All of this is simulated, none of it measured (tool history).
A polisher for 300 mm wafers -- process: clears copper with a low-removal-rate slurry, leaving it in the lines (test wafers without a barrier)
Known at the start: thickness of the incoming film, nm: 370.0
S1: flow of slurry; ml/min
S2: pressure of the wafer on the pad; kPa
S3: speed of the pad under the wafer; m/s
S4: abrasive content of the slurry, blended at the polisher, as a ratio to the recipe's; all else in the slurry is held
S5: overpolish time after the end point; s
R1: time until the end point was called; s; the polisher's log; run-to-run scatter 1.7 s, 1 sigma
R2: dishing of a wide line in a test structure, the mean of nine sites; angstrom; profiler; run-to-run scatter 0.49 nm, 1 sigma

run,hour,S1,S2,S3,S4,S5,R1,R2
1,0.0,240,15.2,1.28,1.00,19,122.900,309.22
2,7.4,240,18.6,1.28,1.00,19,103.880,357.66
3,14.7,300,18.6,1.28,1.00,19,101.310,364.06
4,23.7,300,18.6,1.28,0.90,19,104.530,359.87
5,31.9,300,18.6,1.44,0.90,19,95.809,375.43
6,35.1,300,18.6,1.44,1.05,19,91.239,383.48
7,40.3,300,17.9,1.40,1.05,21,98.297,393.15
8,43.5,300,17.2,1.38,1.05,22,101.110,386.76
9,48.1,300,16.5,1.36,1.00,24,108.260,399.42
10,50.9,300,16.5,1.34,1.00,25,112.840,404.13

What will run 11 give?
11,57.4,300,16.5,1.34,1.00,26,?,?

R1: 107.780 s
R2: 418.00 angstrom
